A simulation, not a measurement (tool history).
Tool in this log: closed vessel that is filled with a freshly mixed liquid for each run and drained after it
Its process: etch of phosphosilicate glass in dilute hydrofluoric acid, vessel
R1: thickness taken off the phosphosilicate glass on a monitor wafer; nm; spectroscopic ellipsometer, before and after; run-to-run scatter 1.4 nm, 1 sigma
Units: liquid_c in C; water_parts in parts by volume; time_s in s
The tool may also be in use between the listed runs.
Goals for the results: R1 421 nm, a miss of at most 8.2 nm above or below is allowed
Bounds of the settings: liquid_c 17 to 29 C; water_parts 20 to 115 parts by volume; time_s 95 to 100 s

Run 1, hour 0: liquid_c 21 C, water_parts 65 parts by volume, time_s 95 s. Result: R1 195.85 nm.
Run 2, hour 7.6: liquid_c 21 C, water_parts 55 parts by volume, time_s 95 s. Result: R1 234.89 nm.
Run 3, hour 11.5: liquid_c 18.5 C, water_parts 55 parts by volume, time_s 95 s. Result: R1 210.38 nm.
Run 4, hour 15.9: liquid_c 22 C, water_parts 50 parts by volume, time_s 95 s. Result: R1 270.67 nm.
Run 5, hour 20.2: liquid_c 24.5 C, water_parts 50 parts by volume, time_s 95 s. Result: R1 300.3 nm.
Run 6, hour 23.5: liquid_c 24.5 C, water_parts 50 parts by volume, time_s 95 s. Result: R1 299.31 nm.
Run 7, hour 27.1: liquid_c 28.5 C, water_parts 40 parts by volume, time_s 95 s. Result: R1 449.17 nm.
Run 8, hour 35.7: liquid_c 28 C, water_parts 40 parts by volume, time_s 95 s. Result: R1 440.14 nm.
Run 9, hour 40.7: liquid_c 27.5 C, water_parts 40 parts by volume, time_s 95 s. Result: R1 430.71 nm.

4 next moves are on the table. One of them brings every result within its allowed miss. Which?
Run A, hour 45.7: liquid_c 25 C, water_parts 35 parts by volume, time_s 95 s. Result: R1 ?.
Run B, hour 45.7: liquid_c 21 C, water_parts 30 parts by volume, time_s 95 s. Result: R1 ?.
Run C, hour 45.7: liquid_c 28 C, water_parts 40 parts by volume, time_s 95 s. Result: R1 ?.
Run D, hour 45.7: liquid_c 27 C, water_parts 40 parts by volume, time_s 95 s. Result: R1 ?.

move      R1
   A  446.96
   B  443.59
   C  438.85
   D  421.47
A: misses by more than the last run did
B: misses by more than the last run did
C: misses by more than the last run did
D: every result within its allowed miss
D meets every target.
